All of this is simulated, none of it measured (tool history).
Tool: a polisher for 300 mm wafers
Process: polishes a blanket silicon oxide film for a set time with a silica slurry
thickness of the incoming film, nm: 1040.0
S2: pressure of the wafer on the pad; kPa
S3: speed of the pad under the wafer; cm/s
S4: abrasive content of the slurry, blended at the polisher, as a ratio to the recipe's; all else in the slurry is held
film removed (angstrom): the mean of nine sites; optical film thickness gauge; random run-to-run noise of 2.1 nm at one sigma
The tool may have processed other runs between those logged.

Run 1, hour 0.0: flow of slurry (ml/min) 145, S2 29.6 kPa, S3 134 cm/s, S4 1.0, polishing time (s) 89. Result: film removed (angstrom) 3138.9.
Run 2, hour 8.9: flow of slurry (ml/min) 140, S2 27.6 kPa, S3 134 cm/s, S4 1.0, polishing time (s) 89. Result: film removed (angstrom) 2923.6.
Run 3, hour 15.1: flow of slurry (ml/min) 140, S2 34.5 kPa, S3 134 cm/s, S4 1.0, polishing time (s) 89. Result: film removed (angstrom) 3582.9.
Run 4, hour 18.4: flow of slurry (ml/min) 135, S2 31.7 kPa, S3 134 cm/s, S4 1.0, polishing time (s) 89. Result: film removed (angstrom) 3297.2.
Run 5, hour 22.9: flow of slurry (ml/min) 135, S2 31.7 kPa, S3 134 cm/s, S4 1.0, polishing time (s) 93. Result: film removed (angstrom) 3458.6.
Run 6, hour 31.1: flow of slurry (ml/min) 135, S2 31.7 kPa, S3 134 cm/s, S4 1.2, polishing time (s) 93. Result: film removed (angstrom) 3816.6.

Run 7 has not been measured yet. What should we expect?
Run 7, hour 34.6: flow of slurry (ml/min) 130, S2 29.0 kPa, S3 134 cm/s, S4 1.2, polishing time (s) 93. Result: film removed (angstrom) ?.

film removed (angstrom): 3455.8
